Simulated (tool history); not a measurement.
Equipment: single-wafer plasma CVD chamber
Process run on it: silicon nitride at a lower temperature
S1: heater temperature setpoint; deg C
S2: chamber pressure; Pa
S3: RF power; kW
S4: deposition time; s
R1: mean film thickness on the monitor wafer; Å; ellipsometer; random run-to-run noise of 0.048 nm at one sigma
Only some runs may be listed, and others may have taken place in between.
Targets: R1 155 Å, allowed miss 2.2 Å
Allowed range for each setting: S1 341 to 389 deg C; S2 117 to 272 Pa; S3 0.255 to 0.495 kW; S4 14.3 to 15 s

run	day	S1	S2	S3	S4	R1
1	0	365	195	0.375	15	186.1
2	0.325	365	195	0.33	15	175.36
3	0.6	376	195	0.33	15	175.48
4	0.804	376	173	0.325	15	167.28
5	0.975	376	160	0.325	15	163.6
6	1.208	376	151	0.325	15	159.52
7	1.333	376	147	0.325	15	158.12
8	1.542	376	144	0.325	15	157.81

4 next moves are on the table. One of them brings every result within its allowed miss. Which?
A	1.75	371	152	0.355	14.5	?
B	1.75	381	147	0.33	15	?
C	1.75	372	145	0.34	14.3	?
D	1.75	375	124	0.33	15	?

move	R1
A	162.4
B	159.38
C	154.23
D	150.14
A: further off than the last run
B: further off than the last run
C: every result lands within tolerance
D: moves the result that the last run missed by most past its target, out the other side
C meets every target.
